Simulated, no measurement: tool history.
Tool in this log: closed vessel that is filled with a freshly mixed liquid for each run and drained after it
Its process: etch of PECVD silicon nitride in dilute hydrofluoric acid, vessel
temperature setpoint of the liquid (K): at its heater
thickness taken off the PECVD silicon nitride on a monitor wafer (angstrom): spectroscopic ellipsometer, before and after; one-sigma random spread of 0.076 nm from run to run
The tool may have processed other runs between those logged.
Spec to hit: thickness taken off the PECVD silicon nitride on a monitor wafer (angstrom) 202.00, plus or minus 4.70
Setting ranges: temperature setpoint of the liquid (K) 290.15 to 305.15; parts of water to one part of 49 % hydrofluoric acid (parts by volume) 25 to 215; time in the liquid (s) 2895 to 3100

run  hour  temperature setpoint of the liquid (K)  parts of water to one part of 49 % hydrofluoric acid (parts by volume)  time in the liquid (s)  thickness taken off the PECVD silicon nitride on a monitor wafer (angstrom)
  1   0.0                                  297.15                                                                     120                    2895                                                                       417.46
  2   3.7                                  297.15                                                                      80                    2895                                                                       625.33
  3  10.8                                  297.15                                                                      65                    2895                                                                       767.14
  4  16.0                                  297.15                                                                      95                    2895                                                                       526.05
  5  20.1                                  298.65                                                                      95                    2895                                                                       580.38
  6  20.8                                  297.15                                                                     105                    2895                                                                       475.23
  7  28.7                                  296.15                                                                     110                    2895                                                                       424.04
  8  32.9                                  295.15                                                                     115                    2895                                                                       381.13
  9  38.8                                  294.15                                                                     120                    2895                                                                       343.10
 10  43.1                                  293.65                                                                     125                    2895                                                                       317.96
 11  51.5                                  293.15                                                                     130                    2895                                                                       296.66
 12  56.4                                  293.15                                                                     130                    2895                                                                       296.31
 13  57.2                                  292.65                                                                     135                    2895                                                                       274.58
 14  62.6                                  292.15                                                                     140                    2895                                                                       257.24

Which of these 5 next moves meets every target?
  A  68.0                                  290.15                                                                     155                    2895                                                                            ?
  B  68.0                                  290.65                                                                     100                    3050                                                                            ?
  C  68.0                                  293.15                                                                     125                    3040                                                                            ?
  D  68.0                                  291.65                                                                     130                    2960                                                                            ?
  E  68.0                                  290.15                                                                     145                    3090                                                                            ?

move  thickness taken off the PECVD silicon nitride on a monitor wafer (angstrom)
   A                                                                       203.40
   B                                                                       338.81
   C                                                                       322.59
   D                                                                       273.11
   E                                                                       231.51
A: all results land within tolerance of their targets
B: further off than the last run
C: further off than the last run
D: further off than the last run
E: closes in on the targets versus the last run, not all within tolerance yet
Answer: A
